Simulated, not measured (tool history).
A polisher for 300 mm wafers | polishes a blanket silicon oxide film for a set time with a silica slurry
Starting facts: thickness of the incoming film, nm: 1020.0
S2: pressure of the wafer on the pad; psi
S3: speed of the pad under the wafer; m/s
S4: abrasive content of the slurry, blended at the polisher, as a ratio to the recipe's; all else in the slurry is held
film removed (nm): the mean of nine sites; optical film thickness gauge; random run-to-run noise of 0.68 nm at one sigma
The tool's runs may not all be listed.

{"run": 1, "hour": 0.0, "flow of slurry (ml/min)": 195, "S2": 2.9, "S3": 1.14, "S4": 1, "polishing time (s)": 30, "film removed (nm)": 69.988}
{"run": 2, "hour": 5.1, "flow of slurry (ml/min)": 195, "S2": 2.9, "S3": 1.14, "S4": 1, "polishing time (s)": 30, "film removed (nm)": 70.062}
{"run": 3, "hour": 6.6, "flow of slurry (ml/min)": 195, "S2": 2.9, "S3": 1.14, "S4": 1, "polishing time (s)": 30, "film removed (nm)": 68.994}
{"run": 4, "hour": 14.1, "flow of slurry (ml/min)": 195, "S2": 2.2, "S3": 1.14, "S4": 1, "polishing time (s)": 30, "film removed (nm)": 53.081}
{"run": 5, "hour": 18.4, "flow of slurry (ml/min)": 200, "S2": 2.4, "S3": 1.14, "S4": 1, "polishing time (s)": 30, "film removed (nm)": 56.824}
{"run": 6, "hour": 19.0, "flow of slurry (ml/min)": 200, "S2": 2.1, "S3": 1.14, "S4": 1, "polishing time (s)": 30, "film removed (nm)": 50.898}

Run 7, settings as shown, results not yet in. Your forecast:
{"run": 7, "hour": 20.9, "flow of slurry (ml/min)": 200, "S2": 2.1, "S3": 1.14, "S4": 1, "polishing time (s)": 30, "film removed (nm)": "?"}

film removed (nm): 50.861
